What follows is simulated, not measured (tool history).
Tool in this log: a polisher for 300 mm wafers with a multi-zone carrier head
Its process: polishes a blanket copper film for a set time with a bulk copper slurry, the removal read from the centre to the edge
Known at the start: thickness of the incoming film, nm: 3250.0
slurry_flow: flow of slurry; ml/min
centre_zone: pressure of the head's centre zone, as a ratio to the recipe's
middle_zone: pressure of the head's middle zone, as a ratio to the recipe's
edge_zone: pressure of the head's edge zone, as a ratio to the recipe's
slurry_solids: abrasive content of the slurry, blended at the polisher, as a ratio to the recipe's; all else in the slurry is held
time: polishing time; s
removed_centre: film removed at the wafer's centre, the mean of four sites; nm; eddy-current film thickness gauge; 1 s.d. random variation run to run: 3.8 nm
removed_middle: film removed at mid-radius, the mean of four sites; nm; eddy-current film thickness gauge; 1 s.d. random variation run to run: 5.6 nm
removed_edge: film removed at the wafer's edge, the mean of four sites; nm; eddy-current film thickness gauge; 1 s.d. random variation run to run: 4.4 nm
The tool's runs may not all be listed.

run	hour	slurry_flow	centre_zone	middle_zone	edge_zone	slurry_solids	time	removed_centre	removed_middle	removed_edge
1	0	275	1	1	1	1	89	530.31	522.82	516.53
2	5	275	1.07	1	1	1	89	565.58	532.66	525.64
3	6.2	270	1.02	1.02	1.01	0.9	84	500.59	502.74	480.58
4	7.6	270	1.02	1.02	0.98	0.9	84	496.58	503.8	480.57
5	16.5	270	1.02	0.93	0.98	0.9	84	499.75	468.53	469.75
6	20.2	270	1.02	0.93	1.03	0.9	84	492.8	447.46	490.59
7	26.6	265	0.98	0.95	1.02	0.85	80	458.96	455.22	443.87
8	31.9	265	0.94	0.96	1.06	0.85	75	408.17	412.13	433.24
9	35.6	260	0.91	0.97	1.06	0.8	73	374.12	401.26	423.44

The next listed run, before its measurement:
10	42.2	260	0.89	0.97	1.04	0.75	72	?	?	?

Run 10 measured removed_centre 373.93 nm, removed_middle 395.08 nm, removed_edge 403.22 nm.
